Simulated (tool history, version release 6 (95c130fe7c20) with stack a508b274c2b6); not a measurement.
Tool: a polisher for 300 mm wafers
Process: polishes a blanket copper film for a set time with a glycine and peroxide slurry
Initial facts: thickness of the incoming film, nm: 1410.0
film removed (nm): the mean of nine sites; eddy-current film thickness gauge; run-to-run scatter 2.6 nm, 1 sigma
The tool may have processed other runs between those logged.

run  hour  flow of slurry (ml/min)  pressure of the wafer on the pad (psi)  speed of the pad under the wafer (cm/s)  polishing time (s)  film removed (nm)
  1     0                      280                                     2.9                                      106                  55             341.86
  2   4.3                      280                                     2.6                                      106                  55             315.78
  3   8.3                      280                                     2.6                                       88                  55             275.58
  4  16.6                      280                                     2.6                                       88                  57              284.1
  5  18.2                      310                                     2.6                                       88                  57             283.94
  6  22.7                      310                                     2.6                                       88                  55             273.71
  7  29.6                      310                                     2.5                                       88                  55             270.75

Run 8, settings as shown, results not yet in. Your forecast:
  8  34.8                      310                                     2.5                                       88                  55                  ?

film removed (nm): 270.86

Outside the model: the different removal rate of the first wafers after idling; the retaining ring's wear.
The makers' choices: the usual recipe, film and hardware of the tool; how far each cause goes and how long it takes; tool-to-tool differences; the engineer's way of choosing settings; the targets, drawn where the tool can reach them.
